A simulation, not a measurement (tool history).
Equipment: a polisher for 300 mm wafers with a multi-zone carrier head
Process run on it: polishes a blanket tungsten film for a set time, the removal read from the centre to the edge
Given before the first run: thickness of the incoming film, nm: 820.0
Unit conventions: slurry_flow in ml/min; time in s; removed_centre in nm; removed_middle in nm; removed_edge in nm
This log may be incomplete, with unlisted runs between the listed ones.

run	hour	slurry_flow	centre_zone	middle_zone	edge_zone	slurry_solids	time	removed_centre	removed_middle	removed_edge
1	0.0	255	1.00	1.00	1.00	1.00	33	115.880	113.670	114.290
2	8.5	255	1.00	1.07	1.00	1.00	33	112.920	119.710	111.720
3	10.3	255	0.94	1.07	1.00	1.00	33	106.180	121.390	111.890
4	17.7	245	0.93	1.03	0.96	0.85	32	99.533	106.730	101.950
5	21.0	245	0.93	0.97	0.96	0.85	32	100.180	101.420	102.900
6	23.7	235	0.90	0.97	0.92	0.75	32	93.363	97.008	97.640

For run 7, what comes out?
7	31.4	235	0.90	0.97	0.92	0.75	32	?	?	?

removed_centre: 93.851 nm
removed_middle: 98.040 nm
removed_edge: 96.786 nm

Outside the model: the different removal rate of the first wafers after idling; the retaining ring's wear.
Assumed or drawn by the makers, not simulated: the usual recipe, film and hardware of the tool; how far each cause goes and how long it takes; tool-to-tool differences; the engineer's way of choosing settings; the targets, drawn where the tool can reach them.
